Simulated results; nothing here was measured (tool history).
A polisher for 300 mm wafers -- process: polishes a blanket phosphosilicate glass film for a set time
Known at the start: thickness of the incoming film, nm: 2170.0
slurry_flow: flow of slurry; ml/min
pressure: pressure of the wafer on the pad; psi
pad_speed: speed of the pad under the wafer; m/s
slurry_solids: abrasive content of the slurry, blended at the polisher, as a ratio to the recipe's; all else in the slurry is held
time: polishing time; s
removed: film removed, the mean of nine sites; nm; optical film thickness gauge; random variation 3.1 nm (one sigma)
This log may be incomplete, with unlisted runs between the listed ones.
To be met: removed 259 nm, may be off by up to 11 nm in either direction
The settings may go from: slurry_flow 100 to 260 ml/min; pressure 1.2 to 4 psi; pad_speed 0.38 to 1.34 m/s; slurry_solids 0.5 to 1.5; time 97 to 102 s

| run | hour | slurry_flow | pressure | pad_speed | slurry_solids | time | removed |
|---|---|---|---|---|---|---|---|
| 1 | 0 | 165 | 2.6 | 0.86 | 1 | 97 | 559.17 |
| 2 | 2.3 | 165 | 2.6 | 0.72 | 1 | 97 | 472.51 |
| 3 | 8.6 | 165 | 3.1 | 0.72 | 1 | 97 | 544.54 |
| 4 | 11.7 | 165 | 2.6 | 0.68 | 1 | 97 | 448.14 |
| 5 | 13.5 | 165 | 2.2 | 0.66 | 1 | 97 | 381.03 |
| 6 | 20.8 | 125 | 2.2 | 0.66 | 1 | 97 | 368.49 |
| 7 | 26.3 | 125 | 2.2 | 0.66 | 1 | 97 | 374.68 |
| 8 | 27.4 | 125 | 1.9 | 0.64 | 1 | 97 | 320.47 |
| 9 | 32.9 | 125 | 1.8 | 0.64 | 1 | 97 | 309.67 |
| 10 | 37.8 | 125 | 1.7 | 0.64 | 1 | 97 | 291.57 |
| 11 | 39.2 | 125 | 1.6 | 0.64 | 1 | 97 | 280.34 |

Exactly one of the 4 candidate moves below puts every result within its allowed miss. Which one?
| A | 40.6 | 110 | 1.6 | 0.52 | 1 | 97 | ? |
| B | 40.6 | 100 | 1.6 | 0.64 | 1 | 99 | ? |
| C | 40.6 | 125 | 1.7 | 0.64 | 1 | 97 | ? |
| D | 40.6 | 115 | 1.6 | 0.56 | 1.05 | 97 | ? |

| move | removed |
|---|---|
| A | 235.59 |
| B | 281 |
| C | 295.89 |
| D | 257.15 |
A: pushes the last run's worst result past its target
B: no nearer and no further than the last run
C: moves away from the targets compared with the last run
D: in spec on every target
The right move is D.
